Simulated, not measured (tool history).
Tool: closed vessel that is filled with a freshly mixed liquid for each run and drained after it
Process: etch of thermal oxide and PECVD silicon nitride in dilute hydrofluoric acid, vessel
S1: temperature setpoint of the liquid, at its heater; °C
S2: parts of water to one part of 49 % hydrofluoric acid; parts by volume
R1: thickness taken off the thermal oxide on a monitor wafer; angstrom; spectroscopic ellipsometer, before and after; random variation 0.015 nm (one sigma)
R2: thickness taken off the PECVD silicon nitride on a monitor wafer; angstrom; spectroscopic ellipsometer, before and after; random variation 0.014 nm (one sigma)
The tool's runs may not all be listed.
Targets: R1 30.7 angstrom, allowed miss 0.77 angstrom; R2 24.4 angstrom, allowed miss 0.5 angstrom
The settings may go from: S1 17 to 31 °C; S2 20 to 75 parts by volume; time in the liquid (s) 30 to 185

Run 1, hour 0: S1 23 °C, S2 45 parts by volume, time in the liquid (s) 95. Result: R1 106.28 angstrom, R2 71.233 angstrom.
Run 2, hour 0.9: S1 24 °C, S2 55 parts by volume, time in the liquid (s) 80. Result: R1 75.473 angstrom, R2 52.412 angstrom.
Run 3, hour 4.9: S1 24.5 °C, S2 60 parts by volume, time in the liquid (s) 65. Result: R1 56.337 angstrom, R2 40.571 angstrom.
Run 4, hour 14.1: S1 24.5 °C, S2 60 parts by volume, time in the liquid (s) 45. Result: R1 39.136 angstrom, R2 28.132 angstrom.
Run 5, hour 16.2: S1 24.5 °C, S2 60 parts by volume, time in the liquid (s) 65. Result: R1 56.56 angstrom, R2 40.531 angstrom.
Run 6, hour 21.9: S1 24.5 °C, S2 60 parts by volume, time in the liquid (s) 40. Result: R1 34.962 angstrom, R2 25.046 angstrom.
Run 7, hour 27.2: S1 25 °C, S2 65 parts by volume, time in the liquid (s) 40. Result: R1 32.542 angstrom, R2 23.701 angstrom.
Run 8, hour 35.6: S1 26 °C, S2 65 parts by volume, time in the liquid (s) 40. Result: R1 33.854 angstrom, R2 25.519 angstrom.
Run 9, hour 40.6: S1 26.5 °C, S2 65 parts by volume, time in the liquid (s) 40. Result: R1 34.598 angstrom, R2 26.393 angstrom.
Run 10, hour 47.4: S1 26.5 °C, S2 65 parts by volume, time in the liquid (s) 40. Result: R1 34.923 angstrom, R2 26.386 angstrom.
Run 11, hour 53.1: S1 26.5 °C, S2 65 parts by volume, time in the liquid (s) 40. Result: R1 34.679 angstrom, R2 26.117 angstrom.
Run 12, hour 61.6: S1 27 °C, S2 70 parts by volume, time in the liquid (s) 40. Result: R1 32.576 angstrom, R2 25.23 angstrom.

Which of these 5 next moves meets every target?
Run A, hour 70.1: S1 25.5 °C, S2 70 parts by volume, time in the liquid (s) 40. Result: R1 ?, R2 ?.
Run B, hour 70.1: S1 28.5 °C, S2 60 parts by volume, time in the liquid (s) 30. Result: R1 ?, R2 ?.
Run C, hour 70.1: S1 27.5 °C, S2 70 parts by volume, time in the liquid (s) 35. Result: R1 ?, R2 ?.
Run D, hour 70.1: S1 29.5 °C, S2 75 parts by volume, time in the liquid (s) 35. Result: R1 ?, R2 ?.
Run E, hour 70.1: S1 29 °C, S2 75 parts by volume, time in the liquid (s) 35. Result: R1 ?, R2 ?.

move      R1      R2
   A  30.628  22.849
   B  30.611  24.289
   C  29.012  22.792
   D  29.062  24.207
   E  28.506  23.445
A: brings the result that was furthest off to its target, and leaves another outside
B: meets every target
C: takes the result that was furthest off past its target
D: takes the result that was furthest off past its target
E: takes the result that was furthest off past its target
The right move is B.

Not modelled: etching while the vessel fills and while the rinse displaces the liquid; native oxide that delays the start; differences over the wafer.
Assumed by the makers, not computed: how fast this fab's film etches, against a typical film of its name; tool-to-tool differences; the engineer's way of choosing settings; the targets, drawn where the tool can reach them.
